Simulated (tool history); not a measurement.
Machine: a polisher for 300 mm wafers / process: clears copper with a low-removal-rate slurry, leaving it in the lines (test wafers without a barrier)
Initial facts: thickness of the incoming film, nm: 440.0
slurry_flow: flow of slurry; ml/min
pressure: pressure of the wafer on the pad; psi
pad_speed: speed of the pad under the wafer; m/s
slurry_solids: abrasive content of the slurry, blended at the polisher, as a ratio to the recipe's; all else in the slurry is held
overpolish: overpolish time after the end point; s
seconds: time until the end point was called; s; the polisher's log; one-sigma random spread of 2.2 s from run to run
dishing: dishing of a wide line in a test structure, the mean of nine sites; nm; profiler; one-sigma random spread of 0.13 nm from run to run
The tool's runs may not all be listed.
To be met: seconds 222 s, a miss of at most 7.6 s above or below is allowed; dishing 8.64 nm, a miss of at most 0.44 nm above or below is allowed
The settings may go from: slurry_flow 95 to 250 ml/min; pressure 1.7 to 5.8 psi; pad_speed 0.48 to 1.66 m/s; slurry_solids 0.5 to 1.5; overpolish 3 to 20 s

run 1 day=0 | slurry_flow=160 pressure=3.7 pad_speed=1.06 slurry_solids=1 overpolish=10 | seconds=89.723 dishing=29.275
run 2 day=0.2 | slurry_flow=165 pressure=3.1 pad_speed=0.92 slurry_solids=1 overpolish=9 | seconds=121.01 dishing=19.449
run 3 day=0.288 | slurry_flow=165 pressure=3.1 pad_speed=1.02 slurry_solids=1 overpolish=9 | seconds=111.09 dishing=21.676
run 4 day=0.654 | slurry_flow=165 pressure=2.7 pad_speed=0.92 slurry_solids=1 overpolish=8 | seconds=136.54 dishing=15.315
run 5 day=0.912 | slurry_flow=160 pressure=2.4 pad_speed=0.86 slurry_solids=1 overpolish=8 | seconds=163.38 dishing=12.857
run 6 day=1.242 | slurry_flow=160 pressure=1.8 pad_speed=0.86 slurry_solids=1 overpolish=8 | seconds=218.85 dishing=10.086
run 7 day=1.462 | slurry_flow=155 pressure=1.8 pad_speed=0.86 slurry_solids=1 overpolish=8 | seconds=217.4 dishing=9.8616
run 8 day=1.838 | slurry_flow=155 pressure=1.8 pad_speed=0.86 slurry_solids=1 overpolish=8 | seconds=221.11 dishing=10.008
run 9 day=1.871 | slurry_flow=155 pressure=1.8 pad_speed=0.86 slurry_solids=1 overpolish=8 | seconds=216.33 dishing=10.012
run 10 day=2.154 | slurry_flow=150 pressure=1.8 pad_speed=0.86 slurry_solids=1 overpolish=8 | seconds=223.01 dishing=9.7367

Pick the move, out of 5, that brings all results within their allowed miss; only one does.
run A day=2.438 | slurry_flow=140 pressure=2 pad_speed=0.76 slurry_solids=1.15 overpolish=7 | seconds=? dishing=?
run B day=2.438 | slurry_flow=165 pressure=2.2 pad_speed=0.68 slurry_solids=1 overpolish=8 | seconds=? dishing=?
run C day=2.438 | slurry_flow=110 pressure=1.8 pad_speed=0.92 slurry_solids=1 overpolish=9 | seconds=? dishing=?
run D day=2.438 | slurry_flow=140 pressure=1.7 pad_speed=1.04 slurry_solids=0.85 overpolish=7 | seconds=? dishing=?
run E day=2.438 | slurry_flow=155 pressure=1.9 pad_speed=0.8 slurry_solids=1 overpolish=8 | seconds=? dishing=?

move=A seconds=219.79 dishing=8.4833
move=B seconds=221.42 dishing=9.5923
move=C seconds=219.01 dishing=10.797
move=D seconds=198.56 dishing=9.3204
move=E seconds=220.2 dishing=9.6147
A: in spec on every target
B: gains on the last run, yet a result remains outside its allowed miss
C: further off than the last run
D: further off than the last run
E: gains on the last run, yet a result remains outside its allowed miss
The right move is A.
